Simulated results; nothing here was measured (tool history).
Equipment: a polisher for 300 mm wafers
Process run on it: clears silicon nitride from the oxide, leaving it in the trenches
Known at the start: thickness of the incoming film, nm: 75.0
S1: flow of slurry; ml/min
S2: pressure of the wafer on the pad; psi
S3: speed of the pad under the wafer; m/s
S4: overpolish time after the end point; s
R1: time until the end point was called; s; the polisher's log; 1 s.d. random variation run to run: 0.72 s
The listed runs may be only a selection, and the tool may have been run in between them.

run  hour   S1   S2    S3  S4      R1
  1   0.0  295  2.2  0.90   8  113.86
  2   2.7  295  2.2  0.82   8  123.99
  3  10.2  295  2.3  0.82   8  118.52
  4  17.7  295  2.4  0.82   8  112.17
  5  20.7  295  2.5  0.82   8  109.18
  6  22.3  295  2.5  0.66   8  135.07
  7  26.3  295  2.6  0.66   8  127.21
  8  29.9  295  2.7  0.66   8  124.43
  9  36.2  295  2.8  0.66   8  120.98
 10  38.8  295  2.9  0.66   8  114.10

Estimate the outcome of run 11 from the log above:
 11  45.0  300  3.5  0.66   8   ?

{"run 11": {"R1": 95.66}}

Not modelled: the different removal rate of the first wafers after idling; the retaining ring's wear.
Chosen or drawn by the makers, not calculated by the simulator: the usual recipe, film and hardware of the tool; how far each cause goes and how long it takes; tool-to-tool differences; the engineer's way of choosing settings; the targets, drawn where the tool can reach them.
